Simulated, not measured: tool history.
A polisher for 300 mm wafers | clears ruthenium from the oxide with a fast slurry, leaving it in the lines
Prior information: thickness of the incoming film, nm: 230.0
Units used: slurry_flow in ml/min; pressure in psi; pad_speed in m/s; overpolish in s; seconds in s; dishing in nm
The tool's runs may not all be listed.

| run | hour | slurry_flow | pressure | pad_speed | slurry_solids | overpolish | seconds | dishing |
|---|---|---|---|---|---|---|---|---|
| 1 | 0 | 215 | 1.9 | 1.24 | 1 | 22 | 74.098 | 53.628 |
| 2 | 3.7 | 215 | 2.1 | 1.24 | 1 | 22 | 66.954 | 57.346 |
| 3 | 11 | 270 | 2.1 | 1.24 | 1 | 22 | 63.879 | 56.615 |
| 4 | 14.7 | 270 | 2.6 | 1.24 | 1 | 22 | 52.899 | 67.314 |
| 5 | 17.9 | 270 | 2.3 | 1.24 | 1 | 22 | 59.475 | 61.787 |
| 6 | 19.4 | 270 | 2.3 | 1.24 | 1.1 | 22 | 56.245 | 66.715 |
| 7 | 22.9 | 290 | 2 | 1.06 | 1 | 17 | 76.274 | 40.561 |
| 8 | 27.3 | 305 | 1.8 | 0.98 | 0.85 | 14 | 97.334 | 28.644 |
| 9 | 32.3 | 315 | 1.6 | 0.96 | 0.75 | 12 | 113.93 | 19.278 |
| 10 | 33.9 | 305 | 1.1 | 0.96 | 0.7 | 10 | 168.73 | 11.513 |
| 11 | 39.4 | 310 | 1.2 | 0.96 | 0.7 | 10 | 156.51 | 12.284 |

For run 12, what comes out?
| 12 | 48.1 | 315 | 1.2 | 0.96 | 0.7 | 10 | ? | ? |

Logged for run 12: seconds 157.65 s, dishing 12.307 nm.
